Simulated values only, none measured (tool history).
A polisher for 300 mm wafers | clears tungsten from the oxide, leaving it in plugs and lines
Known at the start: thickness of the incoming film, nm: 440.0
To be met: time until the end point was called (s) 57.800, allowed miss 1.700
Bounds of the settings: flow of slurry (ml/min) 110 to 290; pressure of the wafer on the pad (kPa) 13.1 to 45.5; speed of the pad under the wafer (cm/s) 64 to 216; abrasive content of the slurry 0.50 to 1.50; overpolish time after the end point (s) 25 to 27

run,hour,flow of slurry (ml/min),pressure of the wafer on the pad (kPa),speed of the pad under the wafer (cm/s),abrasive content of the slurry,overpolish time after the end point (s),time until the end point was called (s)
1,0.0,185,29.0,140,1.00,25,65.523
2,3.7,185,35.9,140,1.00,25,53.163
3,5.7,220,35.9,140,1.00,25,51.713
4,13.6,220,35.9,140,1.10,25,50.826
5,21.7,215,35.2,140,1.10,25,51.669
6,25.8,210,34.5,140,1.10,25,53.650
7,28.6,205,33.8,140,1.10,25,53.690
8,33.8,205,33.8,140,1.10,25,55.212
9,40.7,200,33.8,140,1.10,25,54.429
10,48.3,200,33.1,140,1.10,25,56.063
11,52.3,200,33.1,140,1.10,25,56.135

4 next moves are on the table. One of them brings every result within its allowed miss. Which?
A,56.3,165,24.1,174,1.25,27,?
B,56.3,200,38.6,134,1.00,25,?
C,56.3,230,35.9,138,1.00,26,?
D,56.3,200,33.8,128,1.25,26,?

move,time until the end point was called (s)
A,60.937
B,51.147
C,52.574
D,57.753
A: takes the result that was furthest off past its target
B: further off than the last run
C: further off than the last run
D: meets every target
Answer: D
